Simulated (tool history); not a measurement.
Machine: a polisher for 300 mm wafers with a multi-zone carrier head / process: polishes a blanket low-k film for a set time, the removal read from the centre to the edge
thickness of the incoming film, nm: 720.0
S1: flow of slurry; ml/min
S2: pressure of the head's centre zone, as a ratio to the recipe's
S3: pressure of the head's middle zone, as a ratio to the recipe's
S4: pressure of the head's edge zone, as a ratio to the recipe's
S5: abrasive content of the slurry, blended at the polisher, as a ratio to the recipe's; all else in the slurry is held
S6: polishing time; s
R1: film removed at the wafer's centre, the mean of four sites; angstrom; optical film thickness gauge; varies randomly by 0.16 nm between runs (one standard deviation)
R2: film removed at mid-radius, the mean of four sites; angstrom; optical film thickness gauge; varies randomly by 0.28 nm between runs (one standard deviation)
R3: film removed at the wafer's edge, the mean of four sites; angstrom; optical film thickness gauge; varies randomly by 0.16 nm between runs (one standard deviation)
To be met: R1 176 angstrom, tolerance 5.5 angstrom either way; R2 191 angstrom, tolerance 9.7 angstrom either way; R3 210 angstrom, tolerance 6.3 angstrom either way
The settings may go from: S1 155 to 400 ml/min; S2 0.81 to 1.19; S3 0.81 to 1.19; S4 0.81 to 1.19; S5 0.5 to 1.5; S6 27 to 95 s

{"run": 1, "hour": 0.0, "S1": 255, "S2": 1, "S3": 1, "S4": 1, "S5": 1, "S6": 61, "R1": 262.27, "R2": 253.06, "R3": 269.05}
{"run": 2, "hour": 3.5, "S1": 245, "S2": 0.96, "S3": 0.98, "S4": 0.98, "S5": 0.9, "S6": 61, "R1": 244.06, "R2": 241.66, "R3": 252.84}
{"run": 3, "hour": 12.2, "S1": 245, "S2": 0.96, "S3": 0.98, "S4": 0.98, "S5": 0.9, "S6": 67, "R1": 272.88, "R2": 262.89, "R3": 281.71}
{"run": 4, "hour": 19.5, "S1": 245, "S2": 0.96, "S3": 0.98, "S4": 0.91, "S5": 0.9, "S6": 67, "R1": 268.71, "R2": 265.75, "R3": 274.28}
{"run": 5, "hour": 20.9, "S1": 235, "S2": 0.92, "S3": 0.97, "S4": 0.95, "S5": 0.8, "S6": 65, "R1": 233.98, "R2": 244.05, "R3": 255.91}
{"run": 6, "hour": 28.8, "S1": 230, "S2": 0.9, "S3": 0.94, "S4": 0.94, "S5": 0.75, "S6": 64, "R1": 221.53, "R2": 231.37, "R3": 245.99}
{"run": 7, "hour": 33.5, "S1": 225, "S2": 0.88, "S3": 0.92, "S4": 0.93, "S5": 0.7, "S6": 63, "R1": 208.4, "R2": 216.19, "R3": 233.52}
{"run": 8, "hour": 41.8, "S1": 220, "S2": 0.86, "S3": 0.91, "S4": 0.92, "S5": 0.65, "S6": 63, "R1": 193.22, "R2": 206.12, "R3": 224.68}
{"run": 9, "hour": 43.3, "S1": 215, "S2": 0.85, "S3": 0.9, "S4": 0.9, "S5": 0.65, "S6": 63, "R1": 192.48, "R2": 207.04, "R3": 224.09}
{"run": 10, "hour": 48.4, "S1": 210, "S2": 0.84, "S3": 0.89, "S4": 0.89, "S5": 0.65, "S6": 63, "R1": 190.3, "R2": 208.57, "R3": 223.25}
{"run": 11, "hour": 54.6, "S1": 200, "S2": 0.81, "S3": 0.82, "S4": 0.86, "S5": 0.55, "S6": 63, "R1": 171.18, "R2": 179.74, "R3": 207.46}

5 candidate next runs follow, results not yet known. Just one meets every target within its allowed miss. Identify it.
{"run": "A", "hour": 60.8, "S1": 155, "S2": 0.81, "S3": 0.88, "S4": 0.81, "S5": 0.75, "S6": 58, "R1": "?", "R2": "?", "R3": "?"}
{"run": "B", "hour": 60.8, "S1": 160, "S2": 0.82, "S3": 0.81, "S4": 0.88, "S5": 0.85, "S6": 54, "R1": "?", "R2": "?", "R3": "?"}
{"run": "C", "hour": 60.8, "S1": 220, "S2": 0.82, "S3": 0.92, "S4": 0.81, "S5": 0.55, "S6": 63, "R1": "?", "R2": "?", "R3": "?"}
{"run": "D", "hour": 60.8, "S1": 155, "S2": 0.81, "S3": 0.85, "S4": 0.84, "S5": 0.5, "S6": 69, "R1": "?", "R2": "?", "R3": "?"}
{"run": "E", "hour": 60.8, "S1": 215, "S2": 0.86, "S3": 0.81, "S4": 0.87, "S5": 0.5, "S6": 64, "R1": "?", "R2": "?", "R3": "?"}

move=A R1=171.01 R2=188.73 R3=200.74
move=B R1=169.46 R2=172.54 R3=203.8
move=C R1=176.26 R2=198.3 R3=200.89
move=D R1=175.27 R2=188.02 R3=209.18
move=E R1=180.79 R2=174.67 R3=203.34
A: brings the last run's worst result on target, with another outside its allowed miss
B: the biggest miss grows against the last run
C: brings the last run's worst result on target, with another outside its allowed miss
D: each result inside its tolerance
E: the biggest miss grows against the last run
Move D is the one to make.

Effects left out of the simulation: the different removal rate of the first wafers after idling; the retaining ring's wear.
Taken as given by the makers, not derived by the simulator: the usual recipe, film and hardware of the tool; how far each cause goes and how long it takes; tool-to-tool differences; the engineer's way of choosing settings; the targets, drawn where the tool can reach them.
